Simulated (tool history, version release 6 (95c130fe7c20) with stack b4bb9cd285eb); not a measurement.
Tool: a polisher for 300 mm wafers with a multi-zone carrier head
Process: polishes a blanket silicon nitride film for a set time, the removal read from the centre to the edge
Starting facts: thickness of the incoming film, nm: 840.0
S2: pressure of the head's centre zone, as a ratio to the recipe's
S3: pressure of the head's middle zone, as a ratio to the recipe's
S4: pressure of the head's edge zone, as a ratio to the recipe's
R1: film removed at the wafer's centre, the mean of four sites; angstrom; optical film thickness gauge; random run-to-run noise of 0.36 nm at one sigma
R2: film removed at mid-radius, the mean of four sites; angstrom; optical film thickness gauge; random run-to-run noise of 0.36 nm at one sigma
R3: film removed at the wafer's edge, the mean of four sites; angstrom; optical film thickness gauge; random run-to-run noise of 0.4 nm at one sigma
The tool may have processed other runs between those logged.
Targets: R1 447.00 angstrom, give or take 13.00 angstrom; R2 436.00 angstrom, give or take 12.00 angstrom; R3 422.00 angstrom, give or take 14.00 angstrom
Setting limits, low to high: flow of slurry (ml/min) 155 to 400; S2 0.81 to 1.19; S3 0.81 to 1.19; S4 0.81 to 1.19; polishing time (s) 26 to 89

Run 1, hour 0.0: flow of slurry (ml/min) 255, S2 1.00, S3 1.00, S4 1.00, polishing time (s) 57. Result: R1 735.05 angstrom, R2 804.54 angstrom, R3 762.19 angstrom.
Run 2, hour 4.5: flow of slurry (ml/min) 205, S2 1.00, S3 1.00, S4 1.00, polishing time (s) 57. Result: R1 703.18 angstrom, R2 797.95 angstrom, R3 756.16 angstrom.
Run 3, hour 9.1: flow of slurry (ml/min) 155, S2 1.00, S3 1.00, S4 1.00, polishing time (s) 57. Result: R1 676.69 angstrom, R2 752.88 angstrom, R3 737.24 angstrom.
Run 4, hour 15.9: flow of slurry (ml/min) 155, S2 1.06, S3 1.00, S4 1.00, polishing time (s) 57. Result: R1 724.69 angstrom, R2 744.89 angstrom, R3 745.94 angstrom.
Run 5, hour 17.9: flow of slurry (ml/min) 170, S2 1.05, S3 0.98, S4 0.97, polishing time (s) 50. Result: R1 640.73 angstrom, R2 647.13 angstrom, R3 644.57 angstrom.
Run 6, hour 22.8: flow of slurry (ml/min) 170, S2 1.00, S3 0.98, S4 0.97, polishing time (s) 50. Result: R1 606.77 angstrom, R2 652.57 angstrom, R3 652.57 angstrom.
Run 7, hour 28.1: flow of slurry (ml/min) 195, S2 1.00, S3 0.98, S4 0.94, polishing time (s) 45. Result: R1 551.82 angstrom, R2 605.12 angstrom, R3 584.83 angstrom.
Run 8, hour 36.6: flow of slurry (ml/min) 215, S2 1.01, S3 0.97, S4 0.92, polishing time (s) 41. Result: R1 521.12 angstrom, R2 564.05 angstrom, R3 524.91 angstrom.
Run 9, hour 43.0: flow of slurry (ml/min) 220, S2 1.01, S3 0.94, S4 0.90, polishing time (s) 39. Result: R1 496.54 angstrom, R2 510.70 angstrom, R3 498.21 angstrom.
Run 10, hour 51.4: flow of slurry (ml/min) 235, S2 1.01, S3 0.93, S4 0.88, polishing time (s) 38. Result: R1 491.08 angstrom, R2 510.20 angstrom, R3 481.27 angstrom.
Run 11, hour 56.9: flow of slurry (ml/min) 240, S2 1.01, S3 0.91, S4 0.87, polishing time (s) 37. Result: R1 476.16 angstrom, R2 477.74 angstrom, R3 470.61 angstrom.
Run 12, hour 62.7: flow of slurry (ml/min) 245, S2 1.01, S3 0.91, S4 0.86, polishing time (s) 36. Result: R1 468.79 angstrom, R2 466.52 angstrom, R3 454.45 angstrom.
Run 13, hour 64.3: flow of slurry (ml/min) 225, S2 1.01, S3 0.88, S4 0.81, polishing time (s) 33. Result: R1 425.92 angstrom, R2 412.10 angstrom, R3 405.69 angstrom.
Run 14, hour 70.2: flow of slurry (ml/min) 235, S2 1.01, S3 0.88, S4 0.82, polishing time (s) 33. Result: R1 423.71 angstrom, R2 417.07 angstrom, R3 404.97 angstrom.
At hour 71.1: centre zone pressure recalibrated.
Run 15, hour 71.1: flow of slurry (ml/min) 245, S2 1.01, S3 0.88, S4 0.83, polishing time (s) 33. Result: R1 449.24 angstrom, R2 421.93 angstrom, R3 411.94 angstrom.
Run 16, hour 72.4: flow of slurry (ml/min) 245, S2 1.00, S3 0.89, S4 0.84, polishing time (s) 33. Result: R1 454.03 angstrom, R2 422.35 angstrom, R3 416.27 angstrom.
Run 17, hour 76.9: flow of slurry (ml/min) 240, S2 1.01, S3 0.89, S4 0.84, polishing time (s) 33. Result: R1 443.32 angstrom, R2 419.18 angstrom, R3 417.54 angstrom.
Run 18, hour 82.3: flow of slurry (ml/min) 245, S2 1.01, S3 0.89, S4 0.84, polishing time (s) 33. Result: R1 448.64 angstrom, R2 417.39 angstrom, R3 414.85 angstrom.

5 candidate next runs follow, results not yet known. Just one meets every target within its allowed miss. Identify it.
Run A, hour 87.7: flow of slurry (ml/min) 225, S2 0.96, S3 0.87, S4 0.89, polishing time (s) 33. Result: R1 ?, R2 ?, R3 ?.
Run B, hour 87.7: flow of slurry (ml/min) 185, S2 0.99, S3 0.92, S4 0.93, polishing time (s) 33. Result: R1 ?, R2 ?, R3 ?.
Run C, hour 87.7: flow of slurry (ml/min) 210, S2 1.03, S3 0.85, S4 0.88, polishing time (s) 33. Result: R1 ?, R2 ?, R3 ?.
Run D, hour 87.7: flow of slurry (ml/min) 225, S2 0.98, S3 0.84, S4 0.93, polishing time (s) 33. Result: R1 ?, R2 ?, R3 ?.
Run E, hour 87.7: flow of slurry (ml/min) 200, S2 0.98, S3 0.89, S4 0.81, polishing time (s) 35. Result: R1 ?, R2 ?, R3 ?.

move      R1      R2      R3
   A  420.42  412.82  423.29
   B  421.15  420.99  423.21
   C  446.84  401.29  418.45
   D  429.16  401.01  432.12
   E  447.57  439.33  425.42
A: misses by more than the last run did
B: misses by more than the last run did
C: misses by more than the last run did
D: misses by more than the last run did
E: hits every target within its allowed miss
So the answer is move E, the one that meets all the targets.
